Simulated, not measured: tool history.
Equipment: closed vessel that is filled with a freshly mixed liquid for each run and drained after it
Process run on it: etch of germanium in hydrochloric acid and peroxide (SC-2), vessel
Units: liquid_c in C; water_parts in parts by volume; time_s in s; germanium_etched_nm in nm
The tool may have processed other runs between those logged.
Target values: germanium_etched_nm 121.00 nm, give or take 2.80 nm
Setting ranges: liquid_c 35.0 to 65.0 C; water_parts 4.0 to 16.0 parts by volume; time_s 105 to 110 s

run,hour,liquid_c,water_parts,time_s,germanium_etched_nm
1,0.0,49.0,9.0,105,186.51
2,7.1,49.0,9.0,110,197.19
3,13.3,49.0,11.0,110,194.20
4,20.7,49.0,14.0,110,185.90
5,22.4,49.0,11.0,110,191.67
6,30.3,49.0,11.0,105,184.56
7,34.7,46.0,11.0,105,168.59
8,42.0,43.5,12.0,105,152.11
9,43.0,35.5,12.5,105,116.14
10,46.2,36.0,12.5,105,117.92

4 next moves are on the table. One of them brings every result within its allowed miss. Which?
A,49.4,35.0,11.0,105,?
B,49.4,35.0,11.5,105,?
C,49.4,36.0,14.5,110,?
D,49.4,38.0,10.0,105,?

move,germanium_etched_nm
A,115.47
B,115.02
C,121.71
D,129.06
A: moves away from the targets compared with the last run
B: moves away from the targets compared with the last run
C: all results land within tolerance of their targets
D: moves the result that the last run missed by most past its target, out the other side
The move that meets every target is C.
